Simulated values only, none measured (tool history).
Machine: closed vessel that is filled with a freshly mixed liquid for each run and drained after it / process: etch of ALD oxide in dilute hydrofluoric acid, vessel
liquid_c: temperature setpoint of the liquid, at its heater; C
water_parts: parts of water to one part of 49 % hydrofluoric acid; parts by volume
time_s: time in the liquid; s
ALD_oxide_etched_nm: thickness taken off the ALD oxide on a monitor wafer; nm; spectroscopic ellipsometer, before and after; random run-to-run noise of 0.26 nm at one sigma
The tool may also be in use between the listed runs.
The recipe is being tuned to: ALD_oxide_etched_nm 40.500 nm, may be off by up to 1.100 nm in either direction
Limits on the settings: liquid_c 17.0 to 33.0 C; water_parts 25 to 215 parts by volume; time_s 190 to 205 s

run  hour  liquid_c  water_parts  time_s  ALD_oxide_etched_nm
  1   0.0      25.0          120     190               35.827
  2   0.6      22.5          120     190               32.962
  3   1.5      24.0          120     190               34.581
  4   8.2      25.0          120     190               36.144
  5  12.7      23.0          120     190               33.289
  6  20.4      24.0          120     190               34.327
  7  21.8      25.0          120     190               35.931
  8  23.4      25.5          120     190               36.950
  9  28.2      26.0          120     190               37.403
 10  36.5      26.0          120     190               37.681
 11  42.2      26.5          120     190               38.184
 12  43.8      27.0          120     190               39.066

Exercise: of the 4 proposed moves below, exactly one satisfies all targets within the stated allowed misses. Which move is it?
  A  45.4      25.5          110     190                    ?
  B  45.4      25.5          120     190                    ?
  C  45.4      26.0          120     190                    ?
  D  45.4      29.0          130     190                    ?

move  ALD_oxide_etched_nm
   A               40.571
   B               36.730
   C               37.442
   D               38.197
A: each result inside its tolerance
B: the biggest miss grows against the last run
C: the biggest miss grows against the last run
D: the biggest miss grows against the last run
Move A is the one to make.
